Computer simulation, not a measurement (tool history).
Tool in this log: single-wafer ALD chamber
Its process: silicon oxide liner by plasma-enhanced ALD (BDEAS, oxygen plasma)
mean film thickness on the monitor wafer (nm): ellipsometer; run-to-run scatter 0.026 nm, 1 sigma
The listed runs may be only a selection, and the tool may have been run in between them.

run,hour,heater temperature setpoint (°C),number of ALD cycles (cycles),mean film thickness on the monitor wafer (nm)
1,0.0,310,64,6.5271
2,3.0,303,64,6.5422
3,5.0,296,64,6.6659
4,11.1,295,65,6.8493
# hour 17.0: thermocouple changed; heater temperature recalibrated
5,17.0,295,57,5.9277
6,25.5,294,59,6.1548
7,28.4,290,69,7.3560

Run 8, settings as shown, results not yet in. Your forecast:
8,33.3,289,69,?

mean film thickness on the monitor wafer (nm): 7.3397

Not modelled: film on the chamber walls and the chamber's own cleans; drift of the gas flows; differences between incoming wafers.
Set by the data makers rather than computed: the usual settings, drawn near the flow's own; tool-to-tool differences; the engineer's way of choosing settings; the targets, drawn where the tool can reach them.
